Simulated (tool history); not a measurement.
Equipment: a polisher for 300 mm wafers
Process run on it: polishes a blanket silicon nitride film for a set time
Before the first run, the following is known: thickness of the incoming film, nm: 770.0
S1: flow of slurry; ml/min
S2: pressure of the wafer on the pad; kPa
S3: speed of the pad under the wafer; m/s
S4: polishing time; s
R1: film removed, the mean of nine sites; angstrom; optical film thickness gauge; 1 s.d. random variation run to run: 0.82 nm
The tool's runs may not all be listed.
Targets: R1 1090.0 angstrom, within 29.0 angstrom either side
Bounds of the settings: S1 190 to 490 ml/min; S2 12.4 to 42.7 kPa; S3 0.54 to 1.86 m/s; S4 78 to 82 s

run,hour,S1,S2,S3,S4,R1
1,0.0,315,27.6,1.18,78,1637.0
2,1.9,315,27.6,1.18,82,1734.8
3,3.4,315,25.5,1.18,82,1641.9
4,8.1,365,25.5,1.18,82,1636.3
5,11.9,365,25.5,1.02,82,1540.8
6,15.1,365,25.5,0.86,82,1393.4
7,20.0,360,24.1,0.86,82,1371.7
8,28.4,360,22.8,0.86,82,1311.2
9,32.8,360,21.4,0.86,82,1269.1
10,37.4,360,20.7,0.86,82,1225.6

Pick the move, out of 4, that brings all results within their allowed miss; only one does.
A,42.0,400,22.1,0.86,81,?
B,42.0,340,19.3,0.86,82,?
C,42.0,380,15.9,1.10,78,?
D,42.0,385,17.2,1.08,78,?

move,R1
A,1255.8
B,1148.6
C,1086.8
D,1136.1
A: lands further from the targets than the last run did
B: nearer than the last run, and not there yet
C: every result within its allowed miss
D: nearer than the last run, and not there yet
Go with C: it meets all targets.

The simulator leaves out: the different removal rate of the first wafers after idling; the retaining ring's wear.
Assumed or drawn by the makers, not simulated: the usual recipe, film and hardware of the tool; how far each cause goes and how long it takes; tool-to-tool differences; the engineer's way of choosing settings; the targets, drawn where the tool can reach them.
